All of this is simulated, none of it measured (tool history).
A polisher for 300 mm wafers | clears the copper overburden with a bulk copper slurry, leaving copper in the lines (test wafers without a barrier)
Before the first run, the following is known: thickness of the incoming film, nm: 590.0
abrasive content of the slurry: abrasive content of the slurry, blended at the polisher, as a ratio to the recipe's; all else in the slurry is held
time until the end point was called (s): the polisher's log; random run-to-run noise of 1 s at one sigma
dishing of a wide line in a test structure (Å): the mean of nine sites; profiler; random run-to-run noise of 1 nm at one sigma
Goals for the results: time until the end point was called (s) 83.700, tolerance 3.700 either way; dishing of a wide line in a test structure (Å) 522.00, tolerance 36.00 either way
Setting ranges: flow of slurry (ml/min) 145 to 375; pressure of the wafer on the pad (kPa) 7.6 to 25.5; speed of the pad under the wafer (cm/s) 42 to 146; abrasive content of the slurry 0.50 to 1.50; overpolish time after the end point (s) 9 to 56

run	day	flow of slurry (ml/min)	pressure of the wafer on the pad (kPa)	speed of the pad under the wafer (cm/s)	abrasive content of the slurry	overpolish time after the end point (s)	time until the end point was called (s)	dishing of a wide line in a test structure (Å)
1	0.000	240	16.5	94	1.00	29	90.088	683.02
2	0.250	240	16.5	98	1.00	23	84.355	634.90
3	0.554	240	16.5	98	0.80	23	89.775	608.15
4	0.717	240	16.5	110	0.80	23	81.093	638.37
5	1.050	240	16.5	110	0.80	19	80.431	581.96
6	1.133	240	16.5	94	0.80	19	93.990	536.00
7	1.217	240	17.2	94	0.80	18	92.369	531.80
8	1.329	240	17.9	94	0.80	17	88.969	538.47

Pick the move, out of 5, that brings all results within their allowed miss; only one does.
A	1.442	220	24.1	86	0.75	18	?	?
B	1.442	205	15.9	88	1.15	20	?	?
C	1.442	315	19.3	92	0.75	16	?	?
D	1.442	265	17.9	90	0.80	17	?	?
E	1.442	250	15.9	98	0.85	16	?	?

move	time until the end point was called (s)	dishing of a wide line in a test structure (Å)
A	80.675	611.33
B	95.636	568.58
C	85.431	544.55
D	91.842	537.58
E	90.958	516.72
A: brings the last run's worst result on target, with another outside its allowed miss
B: further off than the last run
C: meets every target
D: further off than the last run
E: further off than the last run
C meets every target.
